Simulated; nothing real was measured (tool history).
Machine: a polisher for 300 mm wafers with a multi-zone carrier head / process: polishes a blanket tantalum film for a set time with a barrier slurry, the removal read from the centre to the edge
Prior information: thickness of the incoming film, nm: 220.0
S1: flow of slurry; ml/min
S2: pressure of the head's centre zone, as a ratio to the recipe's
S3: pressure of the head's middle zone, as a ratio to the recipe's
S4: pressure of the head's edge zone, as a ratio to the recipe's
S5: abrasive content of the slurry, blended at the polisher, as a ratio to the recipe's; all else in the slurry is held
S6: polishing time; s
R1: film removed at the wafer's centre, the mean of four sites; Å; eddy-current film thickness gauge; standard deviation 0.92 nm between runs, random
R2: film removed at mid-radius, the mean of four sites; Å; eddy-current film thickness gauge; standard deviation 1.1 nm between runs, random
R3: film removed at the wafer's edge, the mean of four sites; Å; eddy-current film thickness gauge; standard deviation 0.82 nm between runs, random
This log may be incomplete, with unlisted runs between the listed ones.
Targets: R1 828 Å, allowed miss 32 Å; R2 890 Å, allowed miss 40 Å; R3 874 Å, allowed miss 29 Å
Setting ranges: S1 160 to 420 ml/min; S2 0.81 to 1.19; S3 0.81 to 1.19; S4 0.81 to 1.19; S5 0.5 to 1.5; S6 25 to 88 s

Run 1, hour 0: S1 270 ml/min, S2 1, S3 1, S4 1, S5 1, S6 56 s. Result: R1 600.81 Å, R2 615.42 Å, R3 587.69 Å.
Run 2, hour 3.7: S1 270 ml/min, S2 1, S3 1.07, S4 1, S5 1, S6 56 s. Result: R1 599.44 Å, R2 651.98 Å, R3 590.49 Å.
Run 3, hour 12.6: S1 240 ml/min, S2 1, S3 1.07, S4 1, S5 1, S6 56 s. Result: R1 594.35 Å, R2 624.58 Å, R3 589.66 Å.
Run 4, hour 17.1: S1 240 ml/min, S2 1, S3 1.07, S4 1, S5 1, S6 65 s. Result: R1 678.59 Å, R2 731.92 Å, R3 683.52 Å.
Run 5, hour 21.3: S1 240 ml/min, S2 1, S3 1.07, S4 1, S5 1, S6 56 s. Result: R1 585.67 Å, R2 637.53 Å, R3 588.92 Å.
Run 6, hour 26.5: S1 240 ml/min, S2 1, S3 1.13, S4 1, S5 1, S6 56 s. Result: R1 590.54 Å, R2 668.78 Å, R3 585.84 Å.
Run 7, hour 34.4: S1 235 ml/min, S2 1, S3 1.13, S4 1.01, S5 1.05, S6 57 s. Result: R1 616.17 Å, R2 694.4 Å, R3 599.2 Å.
Run 8, hour 37.9: S1 230 ml/min, S2 0.99, S3 1.11, S4 1.02, S5 1.1, S6 59 s. Result: R1 621.73 Å, R2 703.68 Å, R3 629.78 Å.
Run 9, hour 44.5: S1 255 ml/min, S2 1.07, S3 1.11, S4 1.12, S5 1.35, S6 69 s. Result: R1 849.08 Å, R2 877.46 Å, R3 830.92 Å.
Run 10, hour 45.2: S1 255 ml/min, S2 1.07, S3 1.11, S4 1.13, S5 1.35, S6 69 s. Result: R1 832.8 Å, R2 875.5 Å, R3 822.47 Å.
Run 11, hour 50.8: S1 255 ml/min, S2 1.07, S3 1.11, S4 1.14, S5 1.35, S6 69 s. Result: R1 820.38 Å, R2 863.07 Å, R3 828.95 Å.
Run 12, hour 59.5: S1 260 ml/min, S2 1.06, S3 1.11, S4 1.16, S5 1.4, S6 69 s. Result: R1 845.24 Å, R2 876.26 Å, R3 839.03 Å.
Run 13, hour 63.3: S1 255 ml/min, S2 1.05, S3 1.11, S4 1.16, S5 1.4, S6 69 s. Result: R1 825.95 Å, R2 874.02 Å, R3 841.23 Å.

Which of these 5 next moves meets every target?
Run A, hour 67.1: S1 225 ml/min, S2 1.08, S3 1.13, S4 1.12, S5 1.3, S6 68 s. Result: R1 ?, R2 ?, R3 ?.
Run B, hour 67.1: S1 205 ml/min, S2 1.09, S3 1.09, S4 1.09, S5 1.5, S6 69 s. Result: R1 ?, R2 ?, R3 ?.
Run C, hour 67.1: S1 330 ml/min, S2 1.06, S3 1.13, S4 1.09, S5 1.4, S6 66 s. Result: R1 ?, R2 ?, R3 ?.
Run D, hour 67.1: S1 160 ml/min, S2 1, S3 1.06, S4 1.09, S5 1.45, S6 77 s. Result: R1 ?, R2 ?, R3 ?.
Run E, hour 67.1: S1 285 ml/min, S2 1.1, S3 1.19, S4 1.09, S5 1.5, S6 65 s. Result: R1 ?, R2 ?, R3 ?.

move      R1      R2      R3
   A  806.37  866.72  776.66
   B  836.34  865.01  791.44
   C  814.71  888.44  777.43
   D  814.32   901.9  853.74
   E  831.04   913.7  766.67
A: misses by more than the last run did
B: misses by more than the last run did
C: misses by more than the last run did
D: each result inside its tolerance
E: misses by more than the last run did
The right move is D.

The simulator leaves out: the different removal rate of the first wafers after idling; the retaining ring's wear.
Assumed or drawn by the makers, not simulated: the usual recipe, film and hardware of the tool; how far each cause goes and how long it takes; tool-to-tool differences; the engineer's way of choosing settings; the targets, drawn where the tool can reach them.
